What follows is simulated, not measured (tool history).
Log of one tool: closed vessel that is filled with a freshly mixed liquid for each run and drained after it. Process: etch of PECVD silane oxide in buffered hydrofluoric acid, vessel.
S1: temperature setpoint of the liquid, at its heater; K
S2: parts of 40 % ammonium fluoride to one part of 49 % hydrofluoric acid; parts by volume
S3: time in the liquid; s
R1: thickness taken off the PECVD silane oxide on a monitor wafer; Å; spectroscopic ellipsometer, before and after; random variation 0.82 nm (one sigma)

Run 1, hour 0.0: S1 296.15 K, S2 13.0 parts by volume, S3 90 s. Result: R1 948.10 Å.
Run 2, hour 5.2: S1 296.15 K, S2 11.0 parts by volume, S3 90 s. Result: R1 1121.90 Å.
Run 3, hour 13.7: S1 296.15 K, S2 13.5 parts by volume, S3 90 s. Result: R1 920.30 Å.
Run 4, hour 22.0: S1 296.15 K, S2 11.5 parts by volume, S3 90 s. Result: R1 1068.70 Å.
Run 5, hour 23.6: S1 296.15 K, S2 11.5 parts by volume, S3 90 s. Result: R1 1066.50 Å.
Run 6, hour 29.5: S1 296.15 K, S2 14.5 parts by volume, S3 90 s. Result: R1 851.14 Å.
Run 7, hour 35.2: S1 298.65 K, S2 12.5 parts by volume, S3 90 s. Result: R1 1125.20 Å.
Run 8, hour 37.3: S1 300.65 K, S2 11.0 parts by volume, S3 90 s. Result: R1 1433.90 Å.
Run 9, hour 41.3: S1 301.65 K, S2 10.5 parts by volume, S3 90 s. Result: R1 1564.50 Å.

Run 10 comes next. What will it give?
Run 10, hour 48.0: S1 302.65 K, S2 10.0 parts by volume, S3 90 s. Result: R1 ?.

{"run 10": {"R1": 1745.5}}
